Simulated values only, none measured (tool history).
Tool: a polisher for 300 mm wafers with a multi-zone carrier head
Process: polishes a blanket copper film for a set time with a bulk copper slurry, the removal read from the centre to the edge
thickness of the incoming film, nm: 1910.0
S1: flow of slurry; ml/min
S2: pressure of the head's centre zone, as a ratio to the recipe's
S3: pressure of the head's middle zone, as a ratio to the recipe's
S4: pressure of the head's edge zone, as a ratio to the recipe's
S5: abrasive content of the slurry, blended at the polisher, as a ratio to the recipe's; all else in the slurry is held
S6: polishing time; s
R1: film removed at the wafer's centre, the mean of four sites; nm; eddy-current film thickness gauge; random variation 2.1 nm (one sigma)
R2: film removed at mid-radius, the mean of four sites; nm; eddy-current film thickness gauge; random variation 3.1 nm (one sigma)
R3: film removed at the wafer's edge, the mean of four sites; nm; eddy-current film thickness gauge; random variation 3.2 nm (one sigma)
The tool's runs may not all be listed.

{"run": 1, "day": 0.0, "S1": 180, "S2": 1, "S3": 1, "S4": 1, "S5": 1, "S6": 30, "R1": 328.02, "R2": 320.1, "R3": 324.84}
{"run": 2, "day": 0.096, "S1": 180, "S2": 1, "S3": 1, "S4": 1, "S5": 0.9, "S6": 30, "R1": 318.33, "R2": 315.91, "R3": 310.59}
{"run": 3, "day": 0.354, "S1": 175, "S2": 1, "S3": 0.99, "S4": 0.99, "S5": 0.9, "S6": 30, "R1": 316.52, "R2": 309.83, "R3": 311.2}
{"run": 4, "day": 0.712, "S1": 175, "S2": 1, "S3": 0.99, "S4": 1.02, "S5": 0.9, "S6": 30, "R1": 313.19, "R2": 309.27, "R3": 313.48}
{"run": 5, "day": 0.992, "S1": 170, "S2": 1.01, "S3": 0.98, "S4": 1.01, "S5": 0.85, "S6": 30, "R1": 307.53, "R2": 294.95, "R3": 305.07}
{"run": 6, "day": 1.104, "S1": 170, "S2": 1.02, "S3": 0.98, "S4": 1, "S5": 0.85, "S6": 30, "R1": 313.16, "R2": 296.9, "R3": 301.34}
{"run": 7, "day": 1.404, "S1": 165, "S2": 1.02, "S3": 0.98, "S4": 0.99, "S5": 0.85, "S6": 30, "R1": 317.61, "R2": 297.1, "R3": 300.49}
{"run": 8, "day": 1.662, "S1": 160, "S2": 1.02, "S3": 0.98, "S4": 0.98, "S5": 0.85, "S6": 30, "R1": 311.44, "R2": 303.18, "R3": 295.66}
{"run": 9, "day": 1.954, "S1": 160, "S2": 1.02, "S3": 0.97, "S4": 0.98, "S5": 0.85, "S6": 30, "R1": 311.07, "R2": 302.18, "R3": 300.63}
{"run": 10, "day": 2.108, "S1": 160, "S2": 1.03, "S3": 0.97, "S4": 0.98, "S5": 0.8, "S6": 30, "R1": 310.17, "R2": 293.44, "R3": 287.06}
{"run": 11, "day": 2.2, "S1": 160, "S2": 1.03, "S3": 0.96, "S4": 0.98, "S5": 0.8, "S6": 30, "R1": 309.44, "R2": 285.45, "R3": 297.49}
{"run": 12, "day": 2.45, "S1": 160, "S2": 1.04, "S3": 0.96, "S4": 0.98, "S5": 0.8, "S6": 30, "R1": 311.76, "R2": 284.58, "R3": 297.19}
{"day": 2.758, "done": "worn pad replaced by a new one"}
{"run": 13, "day": 2.758, "S1": 160, "S2": 1.04, "S3": 0.96, "S4": 0.97, "S5": 0.8, "S6": 30, "R1": 347.26, "R2": 316.3, "R3": 332.04}
{"run": 14, "day": 2.804, "S1": 155, "S2": 1.05, "S3": 0.96, "S4": 0.98, "S5": 0.8, "S6": 30, "R1": 351.9, "R2": 319.25, "R3": 333.85}
{"run": 15, "day": 2.833, "S1": 155, "S2": 1.04, "S3": 0.94, "S4": 0.88, "S5": 0.55, "S6": 28, "R1": 281.42, "R2": 251.7, "R3": 250.04}
{"run": 16, "day": 3.167, "S1": 160, "S2": 1.04, "S3": 0.94, "S4": 0.89, "S5": 0.55, "S6": 28, "R1": 284.97, "R2": 257.84, "R3": 257.86}

The next listed run, before its measurement:
{"run": 17, "day": 3.471, "S1": 165, "S2": 1.04, "S3": 0.94, "S4": 0.89, "S5": 0.55, "S6": 28, "R1": "?", "R2": "?", "R3": "?"}

{"run 17": {"R1": 284.66, "R2": 259.78, "R3": 261.52}}
